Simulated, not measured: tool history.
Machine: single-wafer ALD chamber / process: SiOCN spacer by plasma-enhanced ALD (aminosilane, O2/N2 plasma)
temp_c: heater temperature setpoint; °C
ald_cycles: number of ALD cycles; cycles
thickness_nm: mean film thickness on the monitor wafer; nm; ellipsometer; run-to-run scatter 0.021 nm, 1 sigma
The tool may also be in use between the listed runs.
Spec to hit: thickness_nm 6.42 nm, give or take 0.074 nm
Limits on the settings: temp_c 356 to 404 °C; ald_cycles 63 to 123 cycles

run 1 hour=0 | temp_c=380 ald_cycles=93 | thickness_nm=5.6226
run 2 hour=5.5 | temp_c=391 ald_cycles=93 | thickness_nm=5.6462
run 3 hour=13.1 | temp_c=401 ald_cycles=93 | thickness_nm=5.5439
run 4 hour=14.1 | temp_c=391 ald_cycles=93 | thickness_nm=5.6137
run 5 hour=22 | temp_c=383 ald_cycles=93 | thickness_nm=5.6586
run 6 hour=27.1 | temp_c=383 ald_cycles=86 | thickness_nm=5.2103
run 7 hour=29 | temp_c=383 ald_cycles=88 | thickness_nm=5.3467
run 8 hour=37.3 | temp_c=383 ald_cycles=90 | thickness_nm=5.4476
run 9 hour=42 | temp_c=383 ald_cycles=92 | thickness_nm=5.5599
run 10 hour=46.2 | temp_c=383 ald_cycles=94 | thickness_nm=5.6982
run 11 hour=52.2 | temp_c=383 ald_cycles=94 | thickness_nm=5.7052
run 12 hour=60.6 | temp_c=383 ald_cycles=95 | thickness_nm=5.7633

Below are 5 possible settings for the next run. Only one of them brings all results inside the allowed miss of their targets. Which is it?
run A hour=69 | temp_c=382 ald_cycles=108 | thickness_nm=?
run B hour=69 | temp_c=385 ald_cycles=109 | thickness_nm=?
run C hour=69 | temp_c=379 ald_cycles=106 | thickness_nm=?
run D hour=69 | temp_c=380 ald_cycles=109 | thickness_nm=?
run E hour=69 | temp_c=384 ald_cycles=109 | thickness_nm=?

move=A thickness_nm=6.5607
move=B thickness_nm=6.6215
move=C thickness_nm=6.4392
move=D thickness_nm=6.6215
move=E thickness_nm=6.6215
A: moves the result that the last run missed by most past its target, out the other side
B: moves the result that the last run missed by most past its target, out the other side
C: each result inside its tolerance
D: moves the result that the last run missed by most past its target, out the other side
E: moves the result that the last run missed by most past its target, out the other side
Move C is the one to make.

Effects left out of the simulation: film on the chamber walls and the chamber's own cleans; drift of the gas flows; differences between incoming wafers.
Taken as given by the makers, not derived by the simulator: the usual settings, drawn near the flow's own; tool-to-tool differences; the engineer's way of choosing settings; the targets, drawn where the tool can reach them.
